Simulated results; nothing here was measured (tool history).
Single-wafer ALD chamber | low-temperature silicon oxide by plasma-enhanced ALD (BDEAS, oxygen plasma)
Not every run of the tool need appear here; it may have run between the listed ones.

run	hour	heater temperature setpoint (deg C)	number of ALD cycles (cycles)	mean film thickness on the monitor wafer (nm)
1	0	90	47	6.8559
2	3.8	90	43	6.3277
3	4.5	90	38	5.5318
4	7.2	88	40	5.8757
5	11	88	37	5.4207
6	18	80	37	5.5833
7	19.7	79	39	5.9325
8	21.7	68	46	7.2056

What will run 9 give?
9	28.7	68	47	?

mean film thickness on the monitor wafer (nm): 7.4549

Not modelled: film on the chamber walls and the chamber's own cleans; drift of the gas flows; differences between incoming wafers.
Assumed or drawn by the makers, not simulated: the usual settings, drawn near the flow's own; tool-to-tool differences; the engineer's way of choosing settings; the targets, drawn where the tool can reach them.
